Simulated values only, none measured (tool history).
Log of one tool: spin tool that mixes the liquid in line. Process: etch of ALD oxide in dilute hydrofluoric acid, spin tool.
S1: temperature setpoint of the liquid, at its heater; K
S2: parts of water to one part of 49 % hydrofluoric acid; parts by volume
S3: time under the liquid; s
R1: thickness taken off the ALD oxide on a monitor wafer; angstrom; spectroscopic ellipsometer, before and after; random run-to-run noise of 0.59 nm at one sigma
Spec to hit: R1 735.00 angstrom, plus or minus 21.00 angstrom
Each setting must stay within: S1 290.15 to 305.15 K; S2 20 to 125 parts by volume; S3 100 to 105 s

run 1 hour=0.0 | S1=297.15 S2=70 S3=100 | R1=385.15
run 2 hour=3.5 | S1=297.15 S2=85 S3=100 | R1=308.06
run 3 hour=10.3 | S1=299.15 S2=85 S3=100 | R1=338.24
run 4 hour=15.9 | S1=299.15 S2=85 S3=100 | R1=337.70
run 5 hour=24.6 | S1=299.15 S2=70 S3=100 | R1=419.03
run 6 hour=28.6 | S1=299.15 S2=70 S3=100 | R1=410.89
run 7 hour=37.5 | S1=299.15 S2=70 S3=100 | R1=419.14
run 8 hour=46.0 | S1=299.65 S2=65 S3=100 | R1=461.84
run 9 hour=47.0 | S1=303.65 S2=45 S3=100 | R1=805.61
-- hour=54.3 hydrofluoric acid flow meter replaced
run 10 hour=54.3 | S1=302.65 S2=45 S3=100 | R1=843.46

Consider the 5 candidate settings below. Which is the only one whose results all fall within their allowed miss of target?
run A hour=61.6 | S1=301.65 S2=45 S3=100 | R1=?
run B hour=61.6 | S1=302.65 S2=40 S3=100 | R1=?
run C hour=61.6 | S1=303.65 S2=55 S3=100 | R1=?
run D hour=61.6 | S1=302.15 S2=50 S3=100 | R1=?
run E hour=61.6 | S1=301.15 S2=45 S3=100 | R1=?

move=A R1=806.27
move=B R1=951.09
move=C R1=703.00
move=D R1=734.68
move=E R1=790.31
A: closer than the last run, but not yet in spec
B: moves away from the targets compared with the last run
C: the result that was furthest off in the last run now lies on the other side of its target
D: all results land within tolerance of their targets
E: closer than the last run, but not yet in spec
So the answer is move D, the one that meets all the targets.

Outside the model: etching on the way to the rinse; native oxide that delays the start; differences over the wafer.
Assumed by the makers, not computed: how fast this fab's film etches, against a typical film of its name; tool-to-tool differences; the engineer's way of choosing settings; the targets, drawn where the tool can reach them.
